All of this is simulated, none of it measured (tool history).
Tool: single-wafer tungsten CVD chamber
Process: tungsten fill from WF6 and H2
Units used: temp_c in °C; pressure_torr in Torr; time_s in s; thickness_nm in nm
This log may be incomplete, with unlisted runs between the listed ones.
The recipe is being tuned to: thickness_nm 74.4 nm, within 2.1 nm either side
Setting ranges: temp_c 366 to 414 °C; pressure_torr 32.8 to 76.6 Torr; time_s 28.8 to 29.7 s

run 1 hour=0 | temp_c=390 pressure_torr=54.7 time_s=28.8 | thickness_nm=87.061
run 2 hour=8.4 | temp_c=389 pressure_torr=54.6 time_s=28.8 | thickness_nm=85.176
run 3 hour=16.9 | temp_c=389 pressure_torr=54.6 time_s=28.8 | thickness_nm=84.899
run 4 hour=22.6 | temp_c=389 pressure_torr=49.1 time_s=28.8 | thickness_nm=81.619
run 5 hour=29.4 | temp_c=389 pressure_torr=54.5 time_s=28.8 | thickness_nm=84.858
run 6 hour=38 | temp_c=389 pressure_torr=60.7 time_s=28.8 | thickness_nm=89.013
run 7 hour=46.5 | temp_c=388 pressure_torr=60.6 time_s=28.8 | thickness_nm=86.886
run 8 hour=54.1 | temp_c=387 pressure_torr=60.5 time_s=28.8 | thickness_nm=85.073
run 9 hour=62.4 | temp_c=387 pressure_torr=60.5 time_s=28.8 | thickness_nm=84.8
run 10 hour=69.1 | temp_c=386 pressure_torr=60.4 time_s=28.8 | thickness_nm=83.028
run 11 hour=71.9 | temp_c=385 pressure_torr=60.4 time_s=28.8 | thickness_nm=81.459

Which of these 4 next moves meets every target?
run A hour=74.7 | temp_c=383 pressure_torr=63.7 time_s=28.8 | thickness_nm=?
run B hour=74.7 | temp_c=380 pressure_torr=54.3 time_s=28.8 | thickness_nm=?
run C hour=74.7 | temp_c=386 pressure_torr=58.3 time_s=28.8 | thickness_nm=?
run D hour=74.7 | temp_c=382 pressure_torr=59.4 time_s=28.8 | thickness_nm=?

move=A thickness_nm=79.304
move=B thickness_nm=69.087
move=C thickness_nm=81.717
move=D thickness_nm=75.215
A: gains on the last run, yet a result remains outside its allowed miss
B: takes the biggest miss from the last run beyond its target
C: about the same distance from the targets as the last run
D: in spec on every target
Move D is the one to make.
